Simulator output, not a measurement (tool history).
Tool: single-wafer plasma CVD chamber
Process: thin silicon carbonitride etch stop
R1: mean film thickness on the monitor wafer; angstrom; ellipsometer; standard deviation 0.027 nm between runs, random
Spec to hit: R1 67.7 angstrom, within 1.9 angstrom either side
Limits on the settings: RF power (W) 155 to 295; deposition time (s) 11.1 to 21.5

{"run": 1, "hour": 0.0, "RF power (W)": 225, "deposition time (s)": 16.3, "R1": 92.796}
{"run": 2, "hour": 8.0, "RF power (W)": 210, "deposition time (s)": 14.8, "R1": 81.758}
{"run": 3, "hour": 10.4, "RF power (W)": 210, "deposition time (s)": 16, "R1": 89.569}
{"run": 4, "hour": 13.0, "RF power (W)": 210, "deposition time (s)": 14.3, "R1": 79.524}
{"run": 5, "hour": 16.2, "RF power (W)": 200, "deposition time (s)": 13.7, "R1": 74.528}
{"run": 6, "hour": 24.1, "RF power (W)": 225, "deposition time (s)": 13.7, "R1": 78.207}
{"run": 7, "hour": 32.6, "RF power (W)": 210, "deposition time (s)": 13.3, "R1": 73.55}
{"run": 8, "hour": 34.3, "RF power (W)": 200, "deposition time (s)": 13.1, "R1": 71.39}
{"run": 9, "hour": 37.4, "RF power (W)": 195, "deposition time (s)": 13, "R1": 70.455}

Next run, 4 choices. One meets every target within its allowed miss, the rest don't. Which?
{"run": "A", "hour": 40.5, "RF power (W)": 205, "deposition time (s)": 12.3, "R1": "?"}
{"run": "B", "hour": 40.5, "RF power (W)": 190, "deposition time (s)": 13.6, "R1": "?"}
{"run": "C", "hour": 40.5, "RF power (W)": 185, "deposition time (s)": 12, "R1": "?"}
{"run": "D", "hour": 40.5, "RF power (W)": 210, "deposition time (s)": 11.5, "R1": "?"}

move=A R1=67.696
move=B R1=72.765
move=C R1=63.562
move=D R1=63.857
A: each result inside its tolerance
B: the biggest miss grows against the last run
C: takes the biggest miss from the last run beyond its target
D: takes the biggest miss from the last run beyond its target
So the answer is move A, the one that meets all the targets.
